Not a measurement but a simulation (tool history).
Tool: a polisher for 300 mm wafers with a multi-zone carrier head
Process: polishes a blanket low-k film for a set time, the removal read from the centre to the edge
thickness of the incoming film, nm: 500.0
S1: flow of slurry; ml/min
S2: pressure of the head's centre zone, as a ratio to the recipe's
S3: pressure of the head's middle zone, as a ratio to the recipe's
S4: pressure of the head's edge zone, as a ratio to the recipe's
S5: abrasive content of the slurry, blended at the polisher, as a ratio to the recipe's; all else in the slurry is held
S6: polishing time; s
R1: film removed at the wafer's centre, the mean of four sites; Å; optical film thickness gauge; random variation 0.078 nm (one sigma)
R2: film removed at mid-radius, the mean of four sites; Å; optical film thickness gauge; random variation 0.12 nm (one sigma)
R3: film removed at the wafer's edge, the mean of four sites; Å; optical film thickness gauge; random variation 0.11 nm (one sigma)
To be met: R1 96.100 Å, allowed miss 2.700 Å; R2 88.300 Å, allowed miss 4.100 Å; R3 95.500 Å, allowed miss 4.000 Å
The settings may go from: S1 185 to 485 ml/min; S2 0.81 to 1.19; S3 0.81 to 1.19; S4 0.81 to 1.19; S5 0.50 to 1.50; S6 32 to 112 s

{"run": 1, "hour": 0.0, "S1": 310, "S2": 1.0, "S3": 1.0, "S4": 1.0, "S5": 1.0, "S6": 72, "R1": 141.12, "R2": 144.04, "R3": 144.81}
{"run": 2, "hour": 6.5, "S1": 375, "S2": 1.0, "S3": 1.0, "S4": 1.0, "S5": 1.0, "S6": 72, "R1": 144.7, "R2": 145.28, "R3": 143.15}
{"run": 3, "hour": 9.5, "S1": 375, "S2": 1.0, "S3": 1.0, "S4": 1.0, "S5": 0.85, "S6": 72, "R1": 133.78, "R2": 135.87, "R3": 133.54}
{"run": 4, "hour": 11.2, "S1": 375, "S2": 1.0, "S3": 1.0, "S4": 1.0, "S5": 0.85, "S6": 81, "R1": 151.86, "R2": 152.79, "R3": 155.71}
{"run": 5, "hour": 15.8, "S1": 375, "S2": 1.0, "S3": 1.0, "S4": 1.0, "S5": 0.85, "S6": 91, "R1": 171.5, "R2": 171.22, "R3": 169.36}
{"run": 6, "hour": 17.8, "S1": 375, "S2": 0.92, "S3": 1.0, "S4": 1.0, "S5": 0.85, "S6": 91, "R1": 156.01, "R2": 169.36, "R3": 171.17}
{"run": 7, "hour": 19.6, "S1": 385, "S2": 0.93, "S3": 0.97, "S4": 0.98, "S5": 0.8, "S6": 85, "R1": 145.68, "R2": 150.4, "R3": 155.73}
{"run": 8, "hour": 23.6, "S1": 385, "S2": 0.93, "S3": 0.97, "S4": 0.98, "S5": 0.8, "S6": 85, "R1": 144.14, "R2": 149.99, "R3": 153.58}

5 next moves are on the table. One of them brings every result within its allowed miss. Which?
{"run": "A", "hour": 27.6, "S1": 415, "S2": 0.94, "S3": 0.9, "S4": 0.99, "S5": 0.6, "S6": 59, "R1": "?", "R2": "?", "R3": "?"}
{"run": "B", "hour": 27.6, "S1": 370, "S2": 1.0, "S3": 0.82, "S4": 0.99, "S5": 0.7, "S6": 55, "R1": "?", "R2": "?", "R3": "?"}
{"run": "C", "hour": 27.6, "S1": 485, "S2": 0.98, "S3": 0.88, "S4": 0.95, "S5": 0.7, "S6": 56, "R1": "?", "R2": "?", "R3": "?"}
{"run": "D", "hour": 27.6, "S1": 335, "S2": 0.93, "S3": 0.81, "S4": 1.14, "S5": 0.8, "S6": 54, "R1": "?", "R2": "?", "R3": "?"}
{"run": "E", "hour": 27.6, "S1": 355, "S2": 0.97, "S3": 0.81, "S4": 1.07, "S5": 0.65, "S6": 55, "R1": "?", "R2": "?", "R3": "?"}

move=A R1=89.731 R2=88.633 R3=97.129
move=B R1=94.355 R2=81.178 R3=96.317
move=C R1=95.695 R2=88.891 R3=97.171
move=D R1=90.440 R2=82.948 R3=106.770
move=E R1=88.439 R2=77.707 R3=96.800
A: takes the result that was furthest off past its target
B: brings the result that was furthest off to its target, and leaves another outside
C: meets every target
D: takes the result that was furthest off past its target
E: takes the result that was furthest off past its target
Move C is the one to make.
